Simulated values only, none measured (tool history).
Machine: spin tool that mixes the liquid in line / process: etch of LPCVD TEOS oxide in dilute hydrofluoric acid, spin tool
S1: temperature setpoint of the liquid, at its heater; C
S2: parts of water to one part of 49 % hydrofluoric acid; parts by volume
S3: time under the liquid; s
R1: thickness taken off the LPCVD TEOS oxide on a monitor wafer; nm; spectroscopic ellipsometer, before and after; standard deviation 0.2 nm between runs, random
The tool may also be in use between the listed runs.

| run | hour | S1 | S2 | S3 | R1 |
|---|---|---|---|---|---|
| 1 | 0 | 23 | 215 | 200 | 44.158 |
| 2 | 4.5 | 23 | 255 | 200 | 35.55 |
| 3 | 6.6 | 22.5 | 255 | 200 | 34.989 |
| 4 | 12.9 | 22 | 255 | 200 | 33.747 |
| 5 | 18.8 | 22 | 255 | 200 | 34.432 |
| 6 | 20.2 | 22 | 255 | 215 | 37.159 |
| 7 | 26.7 | 21.5 | 255 | 215 | 36.12 |
| 8 | 34.4 | 21 | 255 | 215 | 35.636 |
| 9 | 35.7 | 20.5 | 255 | 215 | 34.915 |
| 10 | 44.1 | 20 | 255 | 215 | 34.356 |

Predict the results of run 11:
| 11 | 47.4 | 19.5 | 255 | 215 | ? |

{"run 11": {"R1": 33.676}}
